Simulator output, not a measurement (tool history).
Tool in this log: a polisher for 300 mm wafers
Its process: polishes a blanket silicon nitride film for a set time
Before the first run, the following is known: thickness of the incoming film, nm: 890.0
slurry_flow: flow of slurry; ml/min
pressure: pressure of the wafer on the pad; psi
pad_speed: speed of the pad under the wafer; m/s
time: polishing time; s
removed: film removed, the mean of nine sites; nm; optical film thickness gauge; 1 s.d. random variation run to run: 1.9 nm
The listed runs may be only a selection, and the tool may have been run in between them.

{"run": 1, "hour": 0.0, "slurry_flow": 320, "pressure": 2.4, "pad_speed": 0.94, "time": 68, "removed": 85.337}
{"run": 2, "hour": 7.8, "slurry_flow": 260, "pressure": 2.4, "pad_speed": 0.94, "time": 68, "removed": 81.163}
{"run": 3, "hour": 12.1, "slurry_flow": 260, "pressure": 2.4, "pad_speed": 0.94, "time": 72, "removed": 87.914}
{"run": 4, "hour": 19.4, "slurry_flow": 260, "pressure": 2.4, "pad_speed": 0.94, "time": 72, "removed": 84.926}
{"run": 5, "hour": 23.8, "slurry_flow": 205, "pressure": 2.4, "pad_speed": 0.94, "time": 72, "removed": 84.253}
{"run": 6, "hour": 31.5, "slurry_flow": 235, "pressure": 2.4, "pad_speed": 0.94, "time": 72, "removed": 85.141}
{"run": 7, "hour": 37.6, "slurry_flow": 240, "pressure": 2.5, "pad_speed": 0.94, "time": 72, "removed": 87.802}

For run 8, what comes out?
{"hour": 46.4, "done": "slurry nozzle cleaned"}
{"run": 8, "hour": 46.4, "slurry_flow": 240, "pressure": 3.1, "pad_speed": 1.0, "time": 72, "removed": "?"}

removed: 120.770 nm
